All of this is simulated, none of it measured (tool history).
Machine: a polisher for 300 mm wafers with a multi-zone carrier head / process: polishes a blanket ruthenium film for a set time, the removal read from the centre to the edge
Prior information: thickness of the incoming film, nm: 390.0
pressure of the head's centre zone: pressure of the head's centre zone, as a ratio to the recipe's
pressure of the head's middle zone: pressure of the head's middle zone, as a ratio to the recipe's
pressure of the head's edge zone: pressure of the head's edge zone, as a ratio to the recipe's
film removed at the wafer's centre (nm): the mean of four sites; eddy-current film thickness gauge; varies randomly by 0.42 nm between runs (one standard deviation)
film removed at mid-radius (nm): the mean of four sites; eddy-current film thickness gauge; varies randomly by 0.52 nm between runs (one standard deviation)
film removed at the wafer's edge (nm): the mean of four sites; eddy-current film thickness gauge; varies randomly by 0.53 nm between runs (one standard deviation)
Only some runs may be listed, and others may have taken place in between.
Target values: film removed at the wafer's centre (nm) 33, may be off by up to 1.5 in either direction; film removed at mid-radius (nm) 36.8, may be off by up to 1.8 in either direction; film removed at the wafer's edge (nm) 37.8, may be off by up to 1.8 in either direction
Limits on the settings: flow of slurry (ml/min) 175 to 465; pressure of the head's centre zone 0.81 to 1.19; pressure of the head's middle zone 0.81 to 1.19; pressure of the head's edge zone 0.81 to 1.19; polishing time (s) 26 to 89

run,day,flow of slurry (ml/min),pressure of the head's centre zone,pressure of the head's middle zone,pressure of the head's edge zone,polishing time (s),film removed at the wafer's centre (nm),film removed at mid-radius (nm),film removed at the wafer's edge (nm)
1,0,295,1,1,1,57,49.527,49.601,47.918
2,0.362,295,1,1,1,47,41.943,40.557,40.271
3,0.596,295,0.98,1,1,46,38.542,39.713,38.252
4,0.783,295,0.98,0.94,1,46,39.632,37.989,38.46
5,1.092,295,1.05,0.94,1,46,41.974,37.185,37.804
6,1.342,295,1.05,0.88,1,46,42.61,36.064,38.95
7,1.417,295,1.02,0.89,1,46,41.663,35.682,38.092
8,1.446,290,0.99,0.9,1.01,46,40.536,36.427,39.769
9,1.808,290,0.99,0.9,1.01,46,39.532,36.291,38.693
10,1.929,285,0.97,0.91,1.01,46,39.15,35.67,38.465
11,2.225,285,0.95,0.92,1.01,46,39.036,37.466,37.611

Consider the 5 candidate settings below. Which is the only one whose results all fall within their allowed miss of target?
A,2.521,315,0.81,1.19,1.07,41,?,?,?
B,2.521,350,0.88,1,1.12,42,?,?,?
C,2.521,360,0.81,1.07,1.19,42,?,?,?
D,2.521,315,0.96,0.94,1.12,44,?,?,?
E,2.521,175,1.02,0.89,0.83,53,?,?,?

move,film removed at the wafer's centre (nm),film removed at mid-radius (nm),film removed at the wafer's edge (nm)
A,29.047,40.559,35.552
B,32.658,36.305,37.615
C,30.132,38.482,38.818
D,36.937,35.808,39.144
E,43.174,38.064,38.68
A: takes the biggest miss from the last run beyond its target
B: every result within its allowed miss
C: takes the biggest miss from the last run beyond its target
D: closes in on the targets versus the last run, not all within tolerance yet
E: moves away from the targets compared with the last run
Answer: B
